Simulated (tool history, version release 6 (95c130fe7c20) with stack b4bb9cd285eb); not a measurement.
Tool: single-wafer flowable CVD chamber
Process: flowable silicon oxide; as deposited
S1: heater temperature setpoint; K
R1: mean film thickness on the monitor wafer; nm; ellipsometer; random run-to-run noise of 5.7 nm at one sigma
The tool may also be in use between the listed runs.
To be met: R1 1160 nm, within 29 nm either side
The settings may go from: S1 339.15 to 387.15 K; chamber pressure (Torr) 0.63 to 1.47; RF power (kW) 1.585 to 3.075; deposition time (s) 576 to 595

run 1 hour=0 | S1=363.15 chamber_pressure_(Torr)=1.05 RF_power_(kW)=2.33 deposition_time_(s)=576 | R1=620.4
run 2 hour=8.9 | S1=361.15 chamber_pressure_(Torr)=1.05 RF_power_(kW)=2.33 deposition_time_(s)=576 | R1=651.97
run 3 hour=11.6 | S1=361.15 chamber_pressure_(Torr)=1.17 RF_power_(kW)=2.33 deposition_time_(s)=576 | R1=726.83
run 4 hour=17.8 | S1=361.15 chamber_pressure_(Torr)=1.07 RF_power_(kW)=2.33 deposition_time_(s)=576 | R1=666.84
run 5 hour=19.5 | S1=352.15 chamber_pressure_(Torr)=1.07 RF_power_(kW)=2.33 deposition_time_(s)=576 | R1=845.38
run 6 hour=24.5 | S1=352.15 chamber_pressure_(Torr)=1.07 RF_power_(kW)=2.33 deposition_time_(s)=595 | R1=878.28
run 7 hour=30.3 | S1=351.15 chamber_pressure_(Torr)=1.07 RF_power_(kW)=2.33 deposition_time_(s)=595 | R1=896.9
run 8 hour=34.8 | S1=350.15 chamber_pressure_(Torr)=1.07 RF_power_(kW)=2.33 deposition_time_(s)=595 | R1=926.15
-- hour=36.3 thermocouple changed; heater temperature recalibrated
run 9 hour=36.3 | S1=349.15 chamber_pressure_(Torr)=1.07 RF_power_(kW)=2.33 deposition_time_(s)=595 | R1=1068.9
run 10 hour=38.5 | S1=348.15 chamber_pressure_(Torr)=1.07 RF_power_(kW)=2.33 deposition_time_(s)=595 | R1=1094.6
run 11 hour=40.9 | S1=347.15 chamber_pressure_(Torr)=1.07 RF_power_(kW)=2.33 deposition_time_(s)=595 | R1=1110.9

4 next moves are on the table. One of them brings every result within its allowed miss. Which?
run A hour=43.3 | S1=344.15 chamber_pressure_(Torr)=1.02 RF_power_(kW)=2.425 deposition_time_(s)=577 | R1=?
run B hour=43.3 | S1=345.15 chamber_pressure_(Torr)=0.97 RF_power_(kW)=2.265 deposition_time_(s)=588 | R1=?
run C hour=43.3 | S1=347.15 chamber_pressure_(Torr)=1.1 RF_power_(kW)=2.44 deposition_time_(s)=595 | R1=?
run D hour=43.3 | S1=347.15 chamber_pressure_(Torr)=1.06 RF_power_(kW)=2.4 deposition_time_(s)=587 | R1=?

move=A R1=1117.2
move=B R1=1047.8
move=C R1=1165
move=D R1=1106.6
A: closer than the last run, but not yet in spec
B: misses by more than the last run did
C: hits every target within its allowed miss
D: misses by more than the last run did
Move C is the one to make.
